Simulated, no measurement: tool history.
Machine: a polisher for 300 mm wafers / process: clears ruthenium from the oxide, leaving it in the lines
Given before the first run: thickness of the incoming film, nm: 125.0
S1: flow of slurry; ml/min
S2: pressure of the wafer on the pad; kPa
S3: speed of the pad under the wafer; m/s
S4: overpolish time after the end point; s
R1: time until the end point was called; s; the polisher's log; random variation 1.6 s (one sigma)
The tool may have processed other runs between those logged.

| run | hour | S1 | S2 | S3 | S4 | R1 |
|---|---|---|---|---|---|---|
| 1 | 0 | 250 | 11.7 | 0.92 | 50 | 168.07 |
| 2 | 8.4 | 250 | 11.7 | 1 | 50 | 156.48 |
| 3 | 17.1 | 250 | 11.7 | 1 | 53 | 156.33 |
| 4 | 24 | 250 | 9.7 | 1 | 53 | 173.91 |
| 5 | 25.1 | 250 | 10.3 | 1 | 53 | 167.57 |
| 6 | 29.5 | 250 | 11 | 1 | 53 | 161.81 |
| 7 | 30.8 | 250 | 14.5 | 1.04 | 53 | 126.15 |
| 8 | 35.5 | 250 | 15.2 | 1.06 | 53 | 122.97 |

The next listed run, before its measurement:
| 9 | 36.2 | 250 | 15.9 | 1.08 | 53 | ? |

R1: 117.73 s

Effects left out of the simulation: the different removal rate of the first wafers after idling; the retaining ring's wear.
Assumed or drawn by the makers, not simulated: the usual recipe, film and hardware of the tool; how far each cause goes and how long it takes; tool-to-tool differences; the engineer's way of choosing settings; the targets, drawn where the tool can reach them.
